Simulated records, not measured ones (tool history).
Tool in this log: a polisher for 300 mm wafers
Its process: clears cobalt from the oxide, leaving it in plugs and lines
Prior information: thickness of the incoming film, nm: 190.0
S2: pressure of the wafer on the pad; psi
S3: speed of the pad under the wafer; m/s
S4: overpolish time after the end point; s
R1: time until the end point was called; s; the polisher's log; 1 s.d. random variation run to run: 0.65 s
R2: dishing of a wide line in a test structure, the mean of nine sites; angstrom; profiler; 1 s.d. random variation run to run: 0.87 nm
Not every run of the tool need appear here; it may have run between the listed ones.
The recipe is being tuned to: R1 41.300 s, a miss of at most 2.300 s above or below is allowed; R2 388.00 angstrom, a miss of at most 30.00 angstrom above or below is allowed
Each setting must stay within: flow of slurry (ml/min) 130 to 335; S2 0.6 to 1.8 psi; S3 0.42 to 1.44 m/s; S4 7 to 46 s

run 1 hour=0.0 | flow_of_slurry_(ml/min)=215 S2=1.2 S3=0.92 S4=24 | R1=54.638 R2=520.52
run 2 hour=8.8 | flow_of_slurry_(ml/min)=215 S2=1.0 S3=0.92 S4=24 | R1=65.377 R2=437.28
run 3 hour=14.2 | flow_of_slurry_(ml/min)=215 S2=1.1 S3=0.98 S4=18 | R1=54.999 R2=392.67
run 4 hour=18.8 | flow_of_slurry_(ml/min)=215 S2=1.2 S3=1.00 S4=16 | R1=52.133 R2=394.14
run 5 hour=22.5 | flow_of_slurry_(ml/min)=215 S2=1.2 S3=1.00 S4=23 | R1=49.171 R2=495.16
run 6 hour=27.0 | flow_of_slurry_(ml/min)=215 S2=1.2 S3=1.04 S4=19 | R1=49.026 R2=449.85
run 7 hour=30.6 | flow_of_slurry_(ml/min)=215 S2=1.3 S3=1.06 S4=16 | R1=45.759 R2=442.41
run 8 hour=39.0 | flow_of_slurry_(ml/min)=215 S2=1.3 S3=1.08 S4=14 | R1=44.496 R2=376.55

Which single option among these 5 for the next run brings every result within its allowed miss of target? Just one does.
run A hour=47.4 | flow_of_slurry_(ml/min)=170 S2=1.4 S3=0.98 S4=14 | R1=? R2=?
run B hour=47.4 | flow_of_slurry_(ml/min)=160 S2=1.5 S3=0.78 S4=15 | R1=? R2=?
run C hour=47.4 | flow_of_slurry_(ml/min)=225 S2=1.2 S3=1.00 S4=17 | R1=? R2=?
run D hour=47.4 | flow_of_slurry_(ml/min)=175 S2=1.5 S3=1.02 S4=13 | R1=? R2=?
run E hour=47.4 | flow_of_slurry_(ml/min)=210 S2=1.3 S3=0.96 S4=11 | R1=? R2=?

move=A R1=45.958 R2=391.96
move=B R1=51.835 R2=377.47
move=C R1=50.860 R2=419.80
move=D R1=41.449 R2=400.24
move=E R1=48.991 R2=309.71
A: further off than the last run
B: further off than the last run
C: further off than the last run
D: every result within its allowed miss
E: further off than the last run
Go with D: it meets all targets.
